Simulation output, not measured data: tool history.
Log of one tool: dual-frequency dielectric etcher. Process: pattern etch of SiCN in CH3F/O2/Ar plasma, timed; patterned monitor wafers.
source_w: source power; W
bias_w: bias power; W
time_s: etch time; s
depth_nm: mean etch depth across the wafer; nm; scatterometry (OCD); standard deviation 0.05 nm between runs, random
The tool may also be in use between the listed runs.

run	hour	source_w	bias_w	time_s	depth_nm
1	0.0	540	58	47	17.230
2	4.2	540	67	47	17.867
3	7.3	540	61	47	17.479
4	14.6	510	61	47	17.217
5	16.6	510	61	43	15.686
6	19.0	510	56	43	15.411
7	23.3	520	56	43	15.538

Run 8 has not been measured yet. What should we expect?
8	28.4	530	56	43	?

{"run 8": {"depth_nm": 15.59}}

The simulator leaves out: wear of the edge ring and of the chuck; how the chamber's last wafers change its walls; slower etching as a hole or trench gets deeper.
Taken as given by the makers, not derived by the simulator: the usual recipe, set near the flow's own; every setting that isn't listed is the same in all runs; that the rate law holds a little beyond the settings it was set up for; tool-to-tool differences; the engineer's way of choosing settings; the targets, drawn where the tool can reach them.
